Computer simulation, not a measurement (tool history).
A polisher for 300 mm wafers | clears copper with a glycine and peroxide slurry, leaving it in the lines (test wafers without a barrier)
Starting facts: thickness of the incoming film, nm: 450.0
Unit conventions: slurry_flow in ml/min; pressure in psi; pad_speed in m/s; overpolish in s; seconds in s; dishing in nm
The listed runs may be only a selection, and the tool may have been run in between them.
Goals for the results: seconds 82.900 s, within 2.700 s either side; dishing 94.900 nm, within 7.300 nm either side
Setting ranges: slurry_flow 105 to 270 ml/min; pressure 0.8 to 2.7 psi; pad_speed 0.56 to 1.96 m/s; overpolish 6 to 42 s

Run 1, hour 0.0: slurry_flow 175 ml/min, pressure 1.7 psi, pad_speed 1.26 m/s, overpolish 21 s. Result: seconds 106.080 s, dishing 60.563 nm.
Run 2, hour 8.7: slurry_flow 175 ml/min, pressure 1.7 psi, pad_speed 1.26 m/s, overpolish 29 s. Result: seconds 105.590 s, dishing 80.509 nm.
Run 3, hour 17.3: slurry_flow 175 ml/min, pressure 1.7 psi, pad_speed 0.98 m/s, overpolish 29 s. Result: seconds 127.580 s, dishing 71.573 nm.
Run 4, hour 20.9: slurry_flow 180 ml/min, pressure 1.8 psi, pad_speed 0.98 m/s, overpolish 29 s. Result: seconds 122.510 s, dishing 71.605 nm.
Run 5, hour 25.0: slurry_flow 180 ml/min, pressure 2.1 psi, pad_speed 0.98 m/s, overpolish 29 s. Result: seconds 109.020 s, dishing 79.810 nm.
Run 6, hour 31.7: slurry_flow 180 ml/min, pressure 2.2 psi, pad_speed 0.98 m/s, overpolish 29 s. Result: seconds 105.830 s, dishing 82.347 nm.
Run 7, hour 32.7: slurry_flow 180 ml/min, pressure 2.3 psi, pad_speed 1.00 m/s, overpolish 29 s. Result: seconds 98.121 s, dishing 85.394 nm.
Run 8, hour 35.0: slurry_flow 180 ml/min, pressure 2.4 psi, pad_speed 1.00 m/s, overpolish 29 s. Result: seconds 93.861 s, dishing 85.646 nm.
Run 9, hour 37.8: slurry_flow 185 ml/min, pressure 2.6 psi, pad_speed 1.00 m/s, overpolish 29 s. Result: seconds 88.534 s, dishing 89.644 nm.
Run 10, hour 42.3: slurry_flow 185 ml/min, pressure 2.7 psi, pad_speed 1.02 m/s, overpolish 29 s. Result: seconds 86.201 s, dishing 94.894 nm.

Which single option among these 5 for the next run brings every result within its allowed miss of target? Just one does.
Run A, hour 46.8: slurry_flow 185 ml/min, pressure 2.7 psi, pad_speed 0.94 m/s, overpolish 32 s. Result: seconds ?, dishing ?.
Run B, hour 46.8: slurry_flow 185 ml/min, pressure 2.7 psi, pad_speed 0.94 m/s, overpolish 28 s. Result: seconds ?, dishing ?.
Run C, hour 46.8: slurry_flow 170 ml/min, pressure 2.6 psi, pad_speed 1.10 m/s, overpolish 27 s. Result: seconds ?, dishing ?.
Run D, hour 46.8: slurry_flow 145 ml/min, pressure 2.6 psi, pad_speed 1.00 m/s, overpolish 32 s. Result: seconds ?, dishing ?.
Run E, hour 46.8: slurry_flow 215 ml/min, pressure 2.6 psi, pad_speed 0.96 m/s, overpolish 26 s. Result: seconds ?, dishing ?.

move  seconds  dishing
   A   91.083  101.220
   B   91.083   92.028
   C   83.576   94.431
   D   92.647   99.415
   E   90.571   87.192
A: misses by more than the last run did
B: misses by more than the last run did
C: all results in spec
D: misses by more than the last run did
E: misses by more than the last run did
C is the move that brings every result within its allowed miss.
